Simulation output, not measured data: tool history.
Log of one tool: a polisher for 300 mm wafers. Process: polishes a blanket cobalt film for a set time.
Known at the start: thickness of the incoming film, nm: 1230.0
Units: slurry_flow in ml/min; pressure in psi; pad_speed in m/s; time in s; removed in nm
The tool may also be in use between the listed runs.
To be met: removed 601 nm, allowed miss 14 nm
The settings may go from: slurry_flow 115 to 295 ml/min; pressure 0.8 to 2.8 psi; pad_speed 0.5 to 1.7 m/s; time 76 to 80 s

run  hour  slurry_flow  pressure  pad_speed  time  removed
  1     0          190       1.8        1.1    76   389.78
  2   3.7          195       1.9        1.1    76   409.17
  3   6.8          200         2        1.1    76   434.69
  4    13          180         2        1.1    76   422.48
  5  16.1          190       2.1        1.1    76    446.3
  6  19.2          190       2.1        1.1    76   450.66
  7  27.9          200       2.2        1.1    76   473.15
  8  31.3          205       2.3        1.1    76   490.36
     38.9  -- worn pad replaced by a new one
  9  38.9          210       2.8        1.1    76   663.89
 10  40.9          205       2.7        1.1    76   632.78

Which of these 5 next moves meets every target?
  A  42.9          235       2.4       1.26    79        ?
  B  42.9          190       2.7       1.18    77        ?
  C  42.9          115       2.8       1.02    80        ?
  D  42.9          210       2.8       1.04    78        ?
  E  42.9          205       2.7          1    79        ?

move  removed
   A   689.89
   B   683.19
   C   574.24
   D   642.51
   E    603.7
A: further off than the last run
B: further off than the last run
C: takes the result that was furthest off past its target
D: further off than the last run
E: meets every target
Answer: E
